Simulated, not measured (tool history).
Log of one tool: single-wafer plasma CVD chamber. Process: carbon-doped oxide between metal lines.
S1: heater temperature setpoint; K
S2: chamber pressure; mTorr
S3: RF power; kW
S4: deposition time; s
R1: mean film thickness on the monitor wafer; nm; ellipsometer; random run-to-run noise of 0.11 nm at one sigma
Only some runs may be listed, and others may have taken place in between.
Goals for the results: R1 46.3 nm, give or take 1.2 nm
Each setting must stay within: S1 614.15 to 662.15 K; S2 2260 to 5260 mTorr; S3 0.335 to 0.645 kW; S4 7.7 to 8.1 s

run	hour	S1	S2	S3	S4	R1
1	0	638.15	3760	0.49	8.1	41.246
2	8.5	637.15	3820	0.5	8.1	42.307
3	12.8	636.15	3890	0.505	8.1	42.762
4	20.3	635.15	3960	0.51	8.1	43.102
5	26.9	640.15	3960	0.51	8.1	42.721
6	34	640.15	4020	0.515	8.1	43.096
7	41.1	640.15	4080	0.52	8.1	43.58
8	45.4	640.15	4140	0.525	8.1	44.216
9	54.3	640.15	4190	0.53	8.1	44.227

Exercise: of the 4 proposed moves below, exactly one satisfies all targets within the stated allowed misses. Which move is it?
A	63.2	626.15	4560	0.565	8.1	?
B	63.2	629.15	3710	0.6	8.1	?
C	63.2	639.15	3730	0.64	7.9	?
D	63.2	652.15	4050	0.605	7.8	?

move	R1
A	48.719
B	49.156
C	49.09
D	45.767
A: takes the biggest miss from the last run beyond its target
B: takes the biggest miss from the last run beyond its target
C: takes the biggest miss from the last run beyond its target
D: every result lands within tolerance
Go with D: it meets all targets.
